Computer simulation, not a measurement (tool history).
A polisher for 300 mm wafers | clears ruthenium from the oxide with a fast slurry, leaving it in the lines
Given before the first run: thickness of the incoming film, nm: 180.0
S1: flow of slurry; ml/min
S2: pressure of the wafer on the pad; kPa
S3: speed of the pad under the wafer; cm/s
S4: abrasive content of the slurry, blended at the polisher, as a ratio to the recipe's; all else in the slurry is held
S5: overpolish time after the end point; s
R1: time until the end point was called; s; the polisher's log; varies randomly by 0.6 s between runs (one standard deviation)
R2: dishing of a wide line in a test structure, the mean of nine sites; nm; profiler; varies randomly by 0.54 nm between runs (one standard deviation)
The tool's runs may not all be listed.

{"run": 1, "hour": 0.0, "S1": 295, "S2": 18.6, "S3": 104, "S4": 1.0, "S5": 11, "R1": 50.714, "R2": 26.448}
{"run": 2, "hour": 8.6, "S1": 295, "S2": 15.9, "S3": 104, "S4": 1.0, "S5": 11, "R1": 61.432, "R2": 23.104}
{"run": 3, "hour": 9.3, "S1": 295, "S2": 18.6, "S3": 104, "S4": 1.0, "S5": 11, "R1": 51.898, "R2": 26.58}
{"run": 4, "hour": 10.2, "S1": 295, "S2": 19.3, "S3": 104, "S4": 1.0, "S5": 12, "R1": 50.196, "R2": 28.095}
{"run": 5, "hour": 18.1, "S1": 295, "S2": 19.3, "S3": 104, "S4": 1.0, "S5": 8, "R1": 49.83, "R2": 21.097}
{"run": 6, "hour": 20.0, "S1": 295, "S2": 19.3, "S3": 104, "S4": 1.0, "S5": 11, "R1": 50.535, "R2": 26.397}
{"run": 7, "hour": 24.7, "S1": 295, "S2": 20.0, "S3": 104, "S4": 1.0, "S5": 12, "R1": 48.203, "R2": 28.848}
{"run": 8, "hour": 32.9, "S1": 295, "S2": 20.0, "S3": 104, "S4": 1.0, "S5": 13, "R1": 47.077, "R2": 30.012}

Run 9 has not been measured yet. What should we expect?
{"run": 9, "hour": 39.1, "S1": 295, "S2": 20.0, "S3": 106, "S4": 1.0, "S5": 14, "R1": "?", "R2": "?"}

Run 9 measured R1 48.147 s, R2 32.413 nm.
